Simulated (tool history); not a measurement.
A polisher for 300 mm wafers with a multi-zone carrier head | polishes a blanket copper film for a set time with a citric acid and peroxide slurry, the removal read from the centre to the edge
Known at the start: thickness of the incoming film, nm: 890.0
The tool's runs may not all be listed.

run  hour  flow of slurry (ml/min)  pressure of the head's centre zone  pressure of the head's middle zone  pressure of the head's edge zone  abrasive content of the slurry  polishing time (s)  film removed at the wafer's centre (nm)  film removed at mid-radius (nm)  film removed at the wafer's edge (nm)
  1   0.0                      190                                1.00                                1.00                              1.00                            1.00                  32                                   72.182                           72.110                                 72.145
  2   2.6                      190                                1.00                                1.06                              1.00                            1.00                  32                                   72.733                           75.326                                 71.768
  3   4.2                      190                                1.00                                1.06                              1.00                            1.00                  28                                   62.999                           65.958                                 62.160
  4  12.5                      190                                1.00                                1.06                              1.00                            1.00                  21                                   47.683                           49.322                                 47.608
  5  19.5                      190                                1.00                                1.14                              1.00                            1.00                  21                                   47.886                           52.964                                 47.640
  6  24.2                      215                                1.00                                1.14                              1.00                            1.00                  21                                   48.448                           53.412                                 46.918
  7  31.9                      220                                1.01                                1.08                              0.98                            0.90                  21                                   46.821                           48.704                                 45.010
  8  39.2                      220                                1.02                                1.03                              0.95                            0.85                  21                                   47.487                           46.208                                 43.525
  9  41.1                      220                                1.01                                0.99                              0.93                            0.80                  21                                   45.411                           44.080                                 42.741
 10  48.4                      220                                1.02                                0.96                              0.91                            0.80                  21                                   45.402                           42.840                                 41.704

Run 11 comes next. What will it give?
 11  49.1                      170                                1.07                                0.86                              0.92                            0.80                  21                                        ?                                ?                                      ?

Run 11 gave film removed at the wafer's centre (nm) 47.051, film removed at mid-radius (nm) 38.478, film removed at the wafer's edge (nm) 42.214.
